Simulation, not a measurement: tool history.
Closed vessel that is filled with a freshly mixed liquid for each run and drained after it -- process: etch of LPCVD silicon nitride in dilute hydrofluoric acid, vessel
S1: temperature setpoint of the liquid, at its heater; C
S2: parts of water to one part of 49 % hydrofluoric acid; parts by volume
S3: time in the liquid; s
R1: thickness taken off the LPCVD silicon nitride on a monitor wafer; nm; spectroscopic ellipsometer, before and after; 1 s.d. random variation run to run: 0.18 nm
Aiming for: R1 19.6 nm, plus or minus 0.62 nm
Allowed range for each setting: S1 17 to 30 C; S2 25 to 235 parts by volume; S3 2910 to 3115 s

run	hour	S1	S2	S3	R1
1	0	22	130	2910	9.8763
2	4.9	24.5	120	2910	12.739
3	6.6	23.5	120	2910	11.967
4	13.2	23.5	120	2910	11.782
5	16.6	23.5	155	2910	9.3356
6	20.7	26	155	2910	10.763
7	23.1	27.5	140	2915	13.19
8	25.5	28.5	130	2920	15.166
9	30.6	29	120	2920	16.703
10	33	29.5	115	2920	18.101

5 candidate next runs follow, results not yet known. Just one meets every target within its allowed miss. Identify it.
A	35.4	30	115	3025	?
B	35.4	29.5	115	2945	?
C	35.4	25	95	3115	?
D	35.4	27.5	120	3105	?
E	35.4	29	100	3075	?

move	R1
A	19.411
B	18.326
C	17.677
D	16.349
E	21.366
A: hits every target within its allowed miss
B: moves toward the targets from the last run without getting all of them in spec
C: lands further from the targets than the last run did
D: lands further from the targets than the last run did
E: pushes the last run's worst result past its target
Move A is the one to make.

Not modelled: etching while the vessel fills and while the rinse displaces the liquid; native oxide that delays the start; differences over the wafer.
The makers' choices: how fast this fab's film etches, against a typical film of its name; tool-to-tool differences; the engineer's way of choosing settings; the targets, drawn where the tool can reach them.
